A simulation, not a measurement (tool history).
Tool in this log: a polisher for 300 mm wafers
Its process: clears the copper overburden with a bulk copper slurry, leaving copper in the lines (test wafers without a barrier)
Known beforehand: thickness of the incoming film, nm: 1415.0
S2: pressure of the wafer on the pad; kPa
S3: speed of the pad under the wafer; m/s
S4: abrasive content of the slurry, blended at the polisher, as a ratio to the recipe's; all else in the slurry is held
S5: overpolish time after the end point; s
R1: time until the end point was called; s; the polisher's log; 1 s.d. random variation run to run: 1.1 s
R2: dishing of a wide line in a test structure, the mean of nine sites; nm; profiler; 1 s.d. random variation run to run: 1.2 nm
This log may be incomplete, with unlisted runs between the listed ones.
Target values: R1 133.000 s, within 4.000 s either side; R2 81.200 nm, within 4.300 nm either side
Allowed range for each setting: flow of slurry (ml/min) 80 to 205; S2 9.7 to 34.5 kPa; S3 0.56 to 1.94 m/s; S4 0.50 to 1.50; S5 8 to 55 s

run 1 hour=0.0 | flow_of_slurry_(ml/min)=135 S2=22.1 S3=1.24 S4=1.00 S5=28 | R1=89.903 R2=91.112
run 2 hour=7.7 | flow_of_slurry_(ml/min)=130 S2=20.7 S3=1.24 S4=1.00 S5=29 | R1=94.709 R2=90.140
run 3 hour=15.7 | flow_of_slurry_(ml/min)=130 S2=19.3 S3=1.24 S4=1.00 S5=29 | R1=99.381 R2=89.199
run 4 hour=21.2 | flow_of_slurry_(ml/min)=130 S2=19.3 S3=0.94 S4=1.00 S5=29 | R1=124.130 R2=86.762
run 5 hour=29.9 | flow_of_slurry_(ml/min)=130 S2=19.3 S3=0.94 S4=1.00 S5=27 | R1=124.910 R2=85.016
run 6 hour=35.1 | flow_of_slurry_(ml/min)=160 S2=19.3 S3=0.94 S4=1.00 S5=27 | R1=119.600 R2=87.440
run 7 hour=43.2 | flow_of_slurry_(ml/min)=160 S2=19.3 S3=0.94 S4=1.00 S5=27 | R1=118.470 R2=86.926
run 8 hour=47.0 | flow_of_slurry_(ml/min)=155 S2=19.3 S3=0.94 S4=1.00 S5=26 | R1=118.990 R2=84.588
run 9 hour=51.8 | flow_of_slurry_(ml/min)=150 S2=19.3 S3=0.94 S4=1.00 S5=26 | R1=121.620 R2=85.780
run 10 hour=60.5 | flow_of_slurry_(ml/min)=145 S2=19.3 S3=0.94 S4=1.00 S5=25 | R1=121.210 R2=84.599

Pick the move, out of 4, that brings all results within their allowed miss; only one does.
run A hour=69.2 | flow_of_slurry_(ml/min)=150 S2=19.3 S3=0.72 S4=1.10 S5=45 | R1=? R2=?
run B hour=69.2 | flow_of_slurry_(ml/min)=135 S2=19.3 S3=0.76 S4=0.95 S5=44 | R1=? R2=?
run C hour=69.2 | flow_of_slurry_(ml/min)=130 S2=17.9 S3=0.88 S4=1.10 S5=41 | R1=? R2=?
run D hour=69.2 | flow_of_slurry_(ml/min)=125 S2=17.9 S3=0.96 S4=0.85 S5=24 | R1=? R2=?

move=A R1=144.260 R2=90.396
move=B R1=146.990 R2=89.983
move=C R1=134.090 R2=89.022
move=D R1=135.420 R2=79.857
A: carries the result that was furthest off beyond its target, to the other side
B: carries the result that was furthest off beyond its target, to the other side
C: corrects the largest miss of the last run, while another result sits out of spec
D: each result inside its tolerance
The right move is D.
